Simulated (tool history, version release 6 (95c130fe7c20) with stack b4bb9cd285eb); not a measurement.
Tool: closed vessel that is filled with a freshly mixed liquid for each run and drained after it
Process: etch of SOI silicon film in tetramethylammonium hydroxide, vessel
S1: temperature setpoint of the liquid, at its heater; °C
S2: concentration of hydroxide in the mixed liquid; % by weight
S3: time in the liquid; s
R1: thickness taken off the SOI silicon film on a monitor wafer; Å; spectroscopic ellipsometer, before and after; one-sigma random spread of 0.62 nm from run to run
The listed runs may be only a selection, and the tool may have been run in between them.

run    day    S1  S2  S3      R1
  1  0.000  69.0   8  30  2188.9
  2  0.217  69.0   8  30  2179.2
  3  0.483  63.5   8  30  1563.1
  4  0.808  63.0   8  30  1522.2
  5  1.154  63.0   8  30  1523.9
  6  1.421  63.0   8  30  1528.8
  7  1.492  62.5   8  30  1470.2
  8  1.529  62.0   8  30  1423.9
  9  1.875  61.5   8  30  1399.9
 10  2.212  61.0   8  30  1358.0

The next listed run, before its measurement:
 11  2.358  61.0   8  30   ?

{"run 11": {"R1": 1353.8}}
